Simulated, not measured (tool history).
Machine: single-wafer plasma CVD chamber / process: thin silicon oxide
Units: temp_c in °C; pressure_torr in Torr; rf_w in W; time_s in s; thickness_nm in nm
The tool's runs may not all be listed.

Run 1, hour 0: temp_c 390 °C, pressure_torr 0.851 Torr, rf_w 255 W, time_s 7.75 s. Result: thickness_nm 14.144 nm.
Run 2, hour 7.4: temp_c 391 °C, pressure_torr 0.747 Torr, rf_w 230 W, time_s 7.75 s. Result: thickness_nm 11.842 nm.
Run 3, hour 12.2: temp_c 396 °C, pressure_torr 0.747 Torr, rf_w 230 W, time_s 7.75 s. Result: thickness_nm 11.861 nm.
Run 4, hour 17.2: temp_c 396 °C, pressure_torr 0.675 Torr, rf_w 225 W, time_s 7.75 s. Result: thickness_nm 10.548 nm.
At hour 19.3: RF generator calibrated.
Run 5, hour 19.3: temp_c 396 °C, pressure_torr 0.815 Torr, rf_w 225 W, time_s 7.75 s. Result: thickness_nm 13.189 nm.
Run 6, hour 25.7: temp_c 396 °C, pressure_torr 0.815 Torr, rf_w 260 W, time_s 7.75 s. Result: thickness_nm 14.006 nm.
Run 7, hour 28.2: temp_c 394 °C, pressure_torr 0.722 Torr, rf_w 255 W, time_s 7.75 s. Result: thickness_nm 12.313 nm.
Run 8, hour 30.6: temp_c 393 °C, pressure_torr 0.657 Torr, rf_w 245 W, time_s 7.75 s. Result: thickness_nm 10.859 nm.
Run 9, hour 37.1: temp_c 393 °C, pressure_torr 0.612 Torr, rf_w 240 W, time_s 7.75 s. Result: thickness_nm 9.9716 nm.

For run 10, what comes out?
Run 10, hour 41: temp_c 393 °C, pressure_torr 0.583 Torr, rf_w 240 W, time_s 7.75 s. Result: thickness_nm ?.

Run 10 gave thickness_nm 9.3016 nm.
